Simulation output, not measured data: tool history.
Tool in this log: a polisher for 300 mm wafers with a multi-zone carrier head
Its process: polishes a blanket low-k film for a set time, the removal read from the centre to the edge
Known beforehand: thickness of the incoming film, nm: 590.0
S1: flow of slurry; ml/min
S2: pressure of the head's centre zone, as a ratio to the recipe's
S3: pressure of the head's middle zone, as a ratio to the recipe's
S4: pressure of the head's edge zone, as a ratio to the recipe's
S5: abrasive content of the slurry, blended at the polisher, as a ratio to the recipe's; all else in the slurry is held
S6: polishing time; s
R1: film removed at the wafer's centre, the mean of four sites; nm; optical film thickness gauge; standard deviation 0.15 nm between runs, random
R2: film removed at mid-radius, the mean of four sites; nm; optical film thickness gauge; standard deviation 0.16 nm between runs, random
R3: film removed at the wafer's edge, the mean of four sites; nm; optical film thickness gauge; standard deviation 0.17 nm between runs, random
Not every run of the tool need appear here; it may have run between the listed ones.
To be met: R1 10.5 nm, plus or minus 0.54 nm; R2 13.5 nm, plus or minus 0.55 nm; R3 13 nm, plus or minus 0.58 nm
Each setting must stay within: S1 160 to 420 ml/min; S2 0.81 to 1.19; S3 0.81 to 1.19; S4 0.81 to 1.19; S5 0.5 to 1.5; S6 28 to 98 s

Run 1, hour 0: S1 270 ml/min, S2 1, S3 1, S4 1, S5 1, S6 63 s. Result: R1 14.709 nm, R2 14.954 nm, R3 14.369 nm.
Run 2, hour 4.5: S1 265 ml/min, S2 0.95, S3 1.01, S4 1.01, S5 0.95, S6 63 s. Result: R1 13.137 nm, R2 14.623 nm, R3 13.955 nm.
Run 3, hour 5.4: S1 265 ml/min, S2 0.95, S3 0.95, S4 1.01, S5 0.95, S6 63 s. Result: R1 13.609 nm, R2 13.622 nm, R3 14.16 nm.
Run 4, hour 9.5: S1 265 ml/min, S2 0.95, S3 0.95, S4 1.01, S5 0.95, S6 74 s. Result: R1 15.594 nm, R2 16.448 nm, R3 16.295 nm.
Run 5, hour 16.8: S1 315 ml/min, S2 0.95, S3 0.95, S4 1.01, S5 0.95, S6 74 s. Result: R1 15.938 nm, R2 16.651 nm, R3 16.829 nm.
Run 6, hour 25.4: S1 315 ml/min, S2 0.95, S3 0.95, S4 1.01, S5 0.95, S6 60 s. Result: R1 13.017 nm, R2 13.536 nm, R3 13.504 nm.
Run 7, hour 27.9: S1 315 ml/min, S2 0.92, S3 0.96, S4 1.01, S5 0.95, S6 60 s. Result: R1 12.67 nm, R2 13.158 nm, R3 13.429 nm.
Run 8, hour 34.1: S1 310 ml/min, S2 0.89, S3 0.99, S4 1.02, S5 0.95, S6 60 s. Result: R1 12.098 nm, R2 13.814 nm, R3 13.674 nm.
At hour 35.9: slurry nozzle cleaned.
Run 9, hour 35.9: S1 310 ml/min, S2 0.87, S3 1, S4 1.01, S5 0.95, S6 60 s. Result: R1 12.594 nm, R2 14.577 nm, R3 13.815 nm.
Run 10, hour 40.8: S1 275 ml/min, S2 0.81, S3 1.05, S4 1.11, S5 0.7, S6 59 s. Result: R1 8.8281 nm, R2 11.67 nm, R3 11.066 nm.
Run 11, hour 42.2: S1 285 ml/min, S2 0.81, S3 1.05, S4 1.11, S5 0.75, S6 59 s. Result: R1 9.3886 nm, R2 12.426 nm, R3 11.832 nm.
Run 12, hour 50.3: S1 300 ml/min, S2 0.82, S3 1.05, S4 1.12, S5 0.75, S6 59 s. Result: R1 9.4446 nm, R2 12.438 nm, R3 11.945 nm.

Which of these 4 next moves meets every target?
Run A, hour 58.4: S1 325 ml/min, S2 0.82, S3 1.05, S4 1.11, S5 0.75, S6 65 s. Result: R1 ?, R2 ?, R3 ?.
Run B, hour 58.4: S1 310 ml/min, S2 0.81, S3 1.01, S4 1.19, S5 0.75, S6 66 s. Result: R1 ?, R2 ?, R3 ?.
Run C, hour 58.4: S1 320 ml/min, S2 0.81, S3 1.17, S4 1.04, S5 0.7, S6 70 s. Result: R1 ?, R2 ?, R3 ?.
Run D, hour 58.4: S1 285 ml/min, S2 0.81, S3 1.12, S4 1.03, S5 0.75, S6 67 s. Result: R1 ?, R2 ?, R3 ?.

move      R1      R2      R3
   A  10.745  13.652  13.372
   B  10.721  13.354  14.035
   C  10.725   15.13  13.054
   D  10.791  14.684  13.136
A: hits every target within its allowed miss
B: meets the target for the result that was furthest off, but another lies outside its allowed miss
C: meets the target for the result that was furthest off, but another lies outside its allowed miss
D: meets the target for the result that was furthest off, but another lies outside its allowed miss
A meets every target.
